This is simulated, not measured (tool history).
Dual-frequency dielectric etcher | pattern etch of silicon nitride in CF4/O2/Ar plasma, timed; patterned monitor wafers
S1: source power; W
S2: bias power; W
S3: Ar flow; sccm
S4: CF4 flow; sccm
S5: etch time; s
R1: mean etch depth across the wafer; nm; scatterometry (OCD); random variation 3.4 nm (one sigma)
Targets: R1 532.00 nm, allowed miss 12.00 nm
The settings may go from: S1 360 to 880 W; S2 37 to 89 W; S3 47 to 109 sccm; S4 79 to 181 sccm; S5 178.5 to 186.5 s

run,hour,S1,S2,S3,S4,S5,R1
1,0.0,620,63,78,130,178.5,482.25
2,1.0,640,63,78,130,178.5,498.83
3,3.2,640,63,78,121,178.5,485.05
4,6.3,640,63,89,121,178.5,481.76
5,11.9,640,68,89,121,178.5,494.04
6,15.2,640,68,98,121,178.5,485.50
# hour 22.7: Ar flow controller replaced
7,22.7,660,68,98,121,178.5,495.99
8,24.3,670,68,98,121,178.5,506.51
9,31.5,680,68,98,121,178.5,500.38
10,37.5,700,68,98,121,178.5,517.01

Which of these 4 next moves meets every target?
A,43.5,740,68,86,145,181.0,?
B,43.5,700,69,104,106,186.5,?
C,43.5,630,69,99,122,186.0,?
D,43.5,680,65,97,131,178.5,?

move,R1
A,564.67
B,525.88
C,498.78
D,504.39
A: takes the result that was furthest off past its target
B: meets every target
C: further off than the last run
D: further off than the last run
Move B is the one to make.
